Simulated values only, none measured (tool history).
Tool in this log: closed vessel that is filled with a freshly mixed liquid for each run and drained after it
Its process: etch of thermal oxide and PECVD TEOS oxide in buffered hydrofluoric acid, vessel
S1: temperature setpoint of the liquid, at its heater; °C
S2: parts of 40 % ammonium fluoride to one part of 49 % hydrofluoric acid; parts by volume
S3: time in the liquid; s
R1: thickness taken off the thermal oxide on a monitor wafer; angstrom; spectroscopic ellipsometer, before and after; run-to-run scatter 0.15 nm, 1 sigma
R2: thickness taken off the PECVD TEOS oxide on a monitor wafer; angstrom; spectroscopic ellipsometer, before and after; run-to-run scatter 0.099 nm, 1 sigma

run 1 hour=0 | S1=22 S2=21 S3=60 | R1=258.97 R2=327.54
run 2 hour=7.2 | S1=22 S2=17 S3=60 | R1=314.07 R2=398.72
run 3 hour=9 | S1=20.5 S2=17 S3=60 | R1=290.35 R2=366.44
run 4 hour=9.7 | S1=20.5 S2=13.5 S3=60 | R1=364.96 R2=459.28
run 5 hour=17.4 | S1=19.5 S2=15 S3=60 | R1=312.52 R2=390.59
run 6 hour=19.3 | S1=19.5 S2=15 S3=75 | R1=388.4 R2=489.75
run 7 hour=27.5 | S1=18.5 S2=17 S3=75 | R1=327.29 R2=410.43
run 8 hour=35.8 | S1=18 S2=18.5 S3=75 | R1=290.17 R2=365.83
run 9 hour=37 | S1=17.5 S2=19 S3=75 | R1=271.5 R2=348.46
run 10 hour=38.1 | S1=17.5 S2=19.5 S3=75 | R1=269.88 R2=339.37
run 11 hour=41.8 | S1=17.5 S2=20 S3=75 | R1=262.05 R2=327.81

The next listed run, before its measurement:
run 12 hour=47.2 | S1=17.5 S2=20.5 S3=75 | R1=? R2=?

R1: 256.57 angstrom
R2: 325.26 angstrom
